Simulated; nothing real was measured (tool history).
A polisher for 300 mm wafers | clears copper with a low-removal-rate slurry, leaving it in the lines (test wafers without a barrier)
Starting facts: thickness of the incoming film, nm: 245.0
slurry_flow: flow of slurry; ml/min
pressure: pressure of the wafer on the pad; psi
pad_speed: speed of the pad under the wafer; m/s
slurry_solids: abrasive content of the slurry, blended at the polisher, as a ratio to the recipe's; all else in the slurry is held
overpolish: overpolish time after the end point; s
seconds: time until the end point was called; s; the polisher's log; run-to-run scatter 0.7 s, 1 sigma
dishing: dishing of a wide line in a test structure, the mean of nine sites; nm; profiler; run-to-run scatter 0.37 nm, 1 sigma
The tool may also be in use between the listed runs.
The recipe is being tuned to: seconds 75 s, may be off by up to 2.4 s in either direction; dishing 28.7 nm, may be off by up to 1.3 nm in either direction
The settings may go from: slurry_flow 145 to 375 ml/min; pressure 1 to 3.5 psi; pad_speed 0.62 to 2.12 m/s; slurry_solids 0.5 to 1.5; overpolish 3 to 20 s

{"run": 1, "hour": 0.0, "slurry_flow": 240, "pressure": 2.2, "pad_speed": 1.36, "slurry_solids": 1, "overpolish": 10, "seconds": 74.771, "dishing": 21.633}
{"run": 2, "hour": 1.2, "slurry_flow": 240, "pressure": 2.2, "pad_speed": 1.36, "slurry_solids": 1, "overpolish": 11, "seconds": 74.086, "dishing": 23.91}
{"run": 3, "hour": 7.2, "slurry_flow": 240, "pressure": 2.2, "pad_speed": 1.36, "slurry_solids": 1.15, "overpolish": 11, "seconds": 73.969, "dishing": 24.486}
{"run": 4, "hour": 10.6, "slurry_flow": 240, "pressure": 2.2, "pad_speed": 1.36, "slurry_solids": 1.15, "overpolish": 7, "seconds": 71.863, "dishing": 16.137}
{"run": 5, "hour": 19.5, "slurry_flow": 240, "pressure": 2.2, "pad_speed": 1.36, "slurry_solids": 1.15, "overpolish": 8, "seconds": 70.913, "dishing": 18.222}
{"run": 6, "hour": 23.1, "slurry_flow": 240, "pressure": 2.2, "pad_speed": 1.02, "slurry_solids": 1.15, "overpolish": 8, "seconds": 96.903, "dishing": 14.056}
{"run": 7, "hour": 26.4, "slurry_flow": 240, "pressure": 2.3, "pad_speed": 1.02, "slurry_solids": 1.15, "overpolish": 9, "seconds": 91.656, "dishing": 16.525}
{"run": 8, "hour": 27.2, "slurry_flow": 240, "pressure": 2.4, "pad_speed": 1.02, "slurry_solids": 1.15, "overpolish": 10, "seconds": 88.997, "dishing": 19.041}

Which one of the following 4 next-run settings gets every result inside its allowed miss? There is exactly one.
{"run": "A", "hour": 28.0, "slurry_flow": 260, "pressure": 2.1, "pad_speed": 0.94, "slurry_solids": 1, "overpolish": 7, "seconds": "?", "dishing": "?"}
{"run": "B", "hour": 28.0, "slurry_flow": 240, "pressure": 2.5, "pad_speed": 1.12, "slurry_solids": 1.05, "overpolish": 19, "seconds": "?", "dishing": "?"}
{"run": "C", "hour": 28.0, "slurry_flow": 160, "pressure": 2.1, "pad_speed": 1.36, "slurry_solids": 1.5, "overpolish": 14, "seconds": "?", "dishing": "?"}
{"run": "D", "hour": 28.0, "slurry_flow": 235, "pressure": 2.7, "pad_speed": 0.94, "slurry_solids": 1.4, "overpolish": 8, "seconds": "?", "dishing": "?"}

move=A seconds=107.35 dishing=11.077
move=B seconds=77.315 dishing=35.956
move=C seconds=73.942 dishing=28.79
move=D seconds=80.24 dishing=16.519
A: misses by more than the last run did
B: takes the result that was furthest off past its target
C: meets every target
D: misses by more than the last run did
Move C is the one to make.

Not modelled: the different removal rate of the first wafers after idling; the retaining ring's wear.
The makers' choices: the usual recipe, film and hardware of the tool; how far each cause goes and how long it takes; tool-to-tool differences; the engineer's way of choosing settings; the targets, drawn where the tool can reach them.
